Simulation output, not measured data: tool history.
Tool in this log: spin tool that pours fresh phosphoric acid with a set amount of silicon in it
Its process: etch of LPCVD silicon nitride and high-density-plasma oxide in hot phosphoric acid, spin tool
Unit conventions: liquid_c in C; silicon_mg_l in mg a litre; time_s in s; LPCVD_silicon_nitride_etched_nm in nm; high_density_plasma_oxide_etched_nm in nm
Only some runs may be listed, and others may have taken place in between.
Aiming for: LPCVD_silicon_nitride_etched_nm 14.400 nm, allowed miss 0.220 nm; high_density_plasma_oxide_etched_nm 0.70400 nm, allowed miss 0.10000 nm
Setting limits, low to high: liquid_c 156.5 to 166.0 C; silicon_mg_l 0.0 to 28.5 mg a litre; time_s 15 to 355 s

run  hour  liquid_c  silicon_mg_l  time_s  LPCVD_silicon_nitride_etched_nm  high_density_plasma_oxide_etched_nm
  1   0.0     161.0          12.5     180                           16.407                              0.82713
  2   0.8     161.0          16.0     180                           16.437                              0.74403
  3   2.3     161.0          16.0     215                           19.753                              0.96455
  4   4.0     160.0          14.0     205                           18.221                              0.87521
  5   5.8     160.0          10.0     205                           18.138                              1.01370
  6   7.6     159.0          10.0     205                           17.600                              0.89607
  7  13.0     158.5           9.0     200                           16.903                              0.88062
     20.8  -- dissolved silicon flow meter replaced
  8  20.8     158.0           9.0     195                           16.054                              0.80561
  9  24.5     157.5           8.5     190                           15.418                              0.77306
 10  27.4     157.0           8.0     185                           14.794                              0.72808

Pick the move, out of 4, that brings all results within their allowed miss; only one does.
  A  30.3     158.0           5.0     185                                ?                                    ?
  B  30.3     158.0          10.0     175                                ?                                    ?
  C  30.3     162.5           0.0     150                                ?                                    ?
  D  30.3     159.5           3.5     165                                ?                                    ?

move  LPCVD_silicon_nitride_etched_nm  high_density_plasma_oxide_etched_nm
   A                           15.268                              0.85683
   B                           14.442                              0.72947
   C                           14.396                              1.06620
   D                           14.325                              0.88023
A: further off than the last run
B: hits every target within its allowed miss
C: gets the furthest-off result to its target, but another result is out of tolerance
D: gets the furthest-off result to its target, but another result is out of tolerance
B meets every target.

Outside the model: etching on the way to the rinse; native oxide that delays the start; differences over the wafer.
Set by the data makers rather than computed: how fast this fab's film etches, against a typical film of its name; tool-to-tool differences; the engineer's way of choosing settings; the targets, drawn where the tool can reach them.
